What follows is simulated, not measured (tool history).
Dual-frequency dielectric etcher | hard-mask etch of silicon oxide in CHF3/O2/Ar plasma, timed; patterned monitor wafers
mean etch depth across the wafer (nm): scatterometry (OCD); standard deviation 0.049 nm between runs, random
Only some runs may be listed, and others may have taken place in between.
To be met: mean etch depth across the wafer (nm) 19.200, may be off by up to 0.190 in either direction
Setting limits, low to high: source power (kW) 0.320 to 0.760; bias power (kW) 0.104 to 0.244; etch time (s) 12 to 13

run,hour,source power (kW),bias power (kW),etch time (s),mean etch depth across the wafer (nm)
1,0.0,0.540,0.174,13,27.024
2,3.1,0.540,0.174,13,26.997
3,3.9,0.440,0.174,13,25.437
4,6.5,0.440,0.196,13,27.053
5,11.2,0.400,0.196,13,26.489
6,15.1,0.390,0.186,13,25.484
7,23.8,0.380,0.177,13,24.704
8,31.7,0.370,0.169,13,23.782
9,32.7,0.360,0.163,13,23.201
10,35.8,0.360,0.157,13,22.611
11,41.6,0.360,0.153,13,22.419
12,48.1,0.360,0.149,13,22.132
13,56.9,0.360,0.145,13,21.771
14,60.7,0.320,0.110,13,17.730

Consider the 5 candidate settings below. Which is the only one whose results all fall within their allowed miss of target?
A,64.5,0.330,0.120,13,?
B,64.5,0.320,0.124,13,?
C,64.5,0.330,0.119,13,?
D,64.5,0.450,0.112,13,?
E,64.5,0.350,0.115,13,?

move,mean etch depth across the wafer (nm)
A,18.793
B,19.030
C,18.692
D,19.649
E,18.580
A: closer than the last run, but not yet in spec
B: every result lands within tolerance
C: closer than the last run, but not yet in spec
D: carries the result that was furthest off beyond its target, to the other side
E: closer than the last run, but not yet in spec
So the answer is move B, the one that meets all the targets.
